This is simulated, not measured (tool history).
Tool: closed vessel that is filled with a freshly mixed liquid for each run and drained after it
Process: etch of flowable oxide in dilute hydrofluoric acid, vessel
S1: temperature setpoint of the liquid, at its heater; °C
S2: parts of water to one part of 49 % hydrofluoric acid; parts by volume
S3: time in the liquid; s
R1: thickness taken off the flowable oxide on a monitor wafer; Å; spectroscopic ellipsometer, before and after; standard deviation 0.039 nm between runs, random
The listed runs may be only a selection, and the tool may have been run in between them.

run 1 hour=0 | S1=24 S2=250 S3=40 | R1=73.641
run 2 hour=4.5 | S1=26.5 S2=240 S3=40 | R1=84.478
run 3 hour=7.4 | S1=28.5 S2=230 S3=40 | R1=95.714
run 4 hour=15.2 | S1=31 S2=230 S3=40 | R1=104.12
-- hour=19.4 hydrofluoric acid flow meter replaced
run 5 hour=19.4 | S1=32 S2=230 S3=40 | R1=99.093
run 6 hour=22.6 | S1=32 S2=220 S3=40 | R1=105.33

What does the tool deliver on the next run?
run 7 hour=26.4 | S1=32 S2=220 S3=40 | R1=?

{"run 7": {"R1": 105.11}}

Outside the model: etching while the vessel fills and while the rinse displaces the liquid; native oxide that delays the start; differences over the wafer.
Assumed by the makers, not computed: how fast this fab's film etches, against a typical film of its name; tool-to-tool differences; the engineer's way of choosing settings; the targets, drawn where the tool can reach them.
